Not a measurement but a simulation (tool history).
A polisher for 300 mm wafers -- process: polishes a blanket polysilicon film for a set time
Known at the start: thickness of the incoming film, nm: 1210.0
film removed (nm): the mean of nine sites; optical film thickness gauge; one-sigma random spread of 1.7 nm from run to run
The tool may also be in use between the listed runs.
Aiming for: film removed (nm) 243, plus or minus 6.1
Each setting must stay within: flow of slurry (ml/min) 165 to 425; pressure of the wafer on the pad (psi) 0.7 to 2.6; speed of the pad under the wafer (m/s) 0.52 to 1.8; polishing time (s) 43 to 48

run  hour  flow of slurry (ml/min)  pressure of the wafer on the pad (psi)  speed of the pad under the wafer (m/s)  polishing time (s)  film removed (nm)
  1     0                      275                                     1.6                                    1.16                  48             279.97
  2     6                      270                                     1.5                                    1.16                  48             258.84
  3  14.9                      265                                     1.5                                    1.16                  48             258.06
  4  23.4                      260                                     1.5                                    1.16                  48             258.38
  5  28.5                      260                                     1.7                                    1.16                  48             292.44
  6  35.2                      260                                     1.7                                    1.16                  48             293.17
  7  43.7                      255                                     1.7                                    1.16                  48             290.23
  8  52.4                      250                                     1.7                                    1.16                  48             288.52
  9  56.9                      240                                     1.7                                    1.16                  48             290.09
 10    64                      230                                     1.5                                    1.16                  48             254.58
 11  69.5                      225                                     1.5                                    1.16                  48             252.34
 12  72.1                      220                                     1.5                                    1.16                  48             252.92
 13  72.9                      210                                     1.5                                    1.16                  48              251.8
 14  80.2                      200                                     1.5                                    1.16                  48             249.77

4 next moves are on the table. One of them brings every result within its allowed miss. Which?
  A  87.5                      205                                     1.4                                    1.16                  47                  ?
  B  87.5                      275                                     1.4                                    1.28                  47                  ?
  C  87.5                      210                                     1.6                                     1.1                  48                  ?
  D  87.5                      280                                     1.5                                    1.18                  44                  ?

move  film removed (nm)
   A             230.58
   B             263.43
   C             255.45
   D             244.06
A: carries the result that was furthest off beyond its target, to the other side
B: misses by more than the last run did
C: misses by more than the last run did
D: all results in spec
Correct choice: D, which meets every target

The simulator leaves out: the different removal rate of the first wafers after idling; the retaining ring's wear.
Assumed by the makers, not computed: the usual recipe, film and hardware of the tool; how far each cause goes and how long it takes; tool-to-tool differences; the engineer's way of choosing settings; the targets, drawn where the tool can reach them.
